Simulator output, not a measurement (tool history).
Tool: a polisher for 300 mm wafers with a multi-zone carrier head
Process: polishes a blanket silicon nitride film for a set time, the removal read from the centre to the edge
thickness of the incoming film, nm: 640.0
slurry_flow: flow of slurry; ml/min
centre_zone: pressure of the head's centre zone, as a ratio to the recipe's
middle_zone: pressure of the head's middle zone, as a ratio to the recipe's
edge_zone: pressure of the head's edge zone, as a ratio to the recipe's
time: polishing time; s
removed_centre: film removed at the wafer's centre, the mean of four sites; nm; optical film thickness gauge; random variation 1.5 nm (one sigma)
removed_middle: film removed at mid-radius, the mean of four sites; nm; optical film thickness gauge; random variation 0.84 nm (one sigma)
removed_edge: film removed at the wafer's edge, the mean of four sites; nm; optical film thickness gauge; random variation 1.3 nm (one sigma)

run  hour  slurry_flow  centre_zone  middle_zone  edge_zone  time  removed_centre  removed_middle  removed_edge
  1   0.0          290         1.00         1.00       1.00    60         131.040         134.600       130.400
  2   1.6          285         1.01         0.99       0.99    60         132.520         134.420       131.510
  3   4.3          215         1.01         0.99       0.99    60         124.760         127.790       126.080
  4   5.5          215         0.95         0.99       0.99    60         116.030         126.050       124.610
  5   7.8          225         0.97         0.98       0.98    60         119.390         126.710       125.540
  6  13.3          225         0.97         0.98       0.98    46          93.646          97.289        97.009
     16.4  -- slurry nozzle cleaned
  7  16.4          250         1.00         0.99       1.01    47         103.800         105.010       102.690
  8  23.7          270         1.01         0.99       1.04    47         108.800         107.350       107.350

Run 9 comes next. What will it give?
  9  27.8          350         1.11         1.08       1.14    47               ?               ?             ?

Run 9 gave removed_centre 124.990 nm, removed_middle 117.210 nm, removed_edge 114.250 nm.

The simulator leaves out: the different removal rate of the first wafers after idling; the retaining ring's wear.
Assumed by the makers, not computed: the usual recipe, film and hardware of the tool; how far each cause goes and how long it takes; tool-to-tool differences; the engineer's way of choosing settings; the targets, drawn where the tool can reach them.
